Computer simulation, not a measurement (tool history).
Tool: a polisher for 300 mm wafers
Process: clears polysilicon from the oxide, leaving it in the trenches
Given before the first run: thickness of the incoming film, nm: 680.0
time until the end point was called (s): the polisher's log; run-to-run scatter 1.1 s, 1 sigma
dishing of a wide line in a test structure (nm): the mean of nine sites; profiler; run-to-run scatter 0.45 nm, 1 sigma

run  hour  flow of slurry (ml/min)  pressure of the wafer on the pad (psi)  speed of the pad under the wafer (m/s)  overpolish time after the end point (s)  time until the end point was called (s)  dishing of a wide line in a test structure (nm)
  1     0                      205                                     2.6                                    0.78                                        9                                   54.703                                           44.246
  2     7                      205                                     2.6                                    0.64                                        9                                   65.665                                           40.869
  3  12.5                      205                                     2.6                                    0.48                                        9                                   84.484                                           36.961
  4  17.9                      240                                     2.6                                    0.48                                        9                                   83.639                                           37.351
  5  21.9                      260                                     2.6                                    0.48                                        9                                   85.135                                           37.981
  6  28.6                      260                                     2.9                                    0.48                                        9                                   74.999                                           37.542
  7    37                      240                                     2.9                                    0.46                                        8                                   78.597                                            34.46

Forecast run 8:
  8  41.7                      220                                       3                                    0.44                                        7                                        ?                                                ?

{"run 8": {"time until the end point was called (s)": 82.736, "dishing of a wide line in a test structure (nm)": 34.045}}

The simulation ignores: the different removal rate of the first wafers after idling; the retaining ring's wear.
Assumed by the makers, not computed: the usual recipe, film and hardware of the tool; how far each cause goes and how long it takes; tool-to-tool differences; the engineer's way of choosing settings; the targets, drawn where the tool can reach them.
